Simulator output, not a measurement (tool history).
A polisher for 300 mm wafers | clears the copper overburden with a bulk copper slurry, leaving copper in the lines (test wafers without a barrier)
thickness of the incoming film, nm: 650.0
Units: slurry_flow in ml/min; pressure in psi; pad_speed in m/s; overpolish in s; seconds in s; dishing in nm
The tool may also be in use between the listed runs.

run  hour  slurry_flow  pressure  pad_speed  slurry_solids  overpolish  seconds  dishing
  1     0          275       2.1       1.24              1          14   83.382   63.299
  2     2          275       2.1       1.24              1          12   81.466   57.615
  3   9.3          275       1.9       1.24              1          13   88.508   57.375
  4  14.3          275       1.9       1.24              1          16   89.611   68.048
  5  22.2          275       1.7       1.24              1          15   97.071    60.43
  6  23.6          275       1.7        1.5              1          15   80.046   69.315

The next listed run, before its measurement:
  7  25.1          275       1.5       1.46              1          15        ?        ?

seconds: 90.532 s
dishing: 62.211 nm
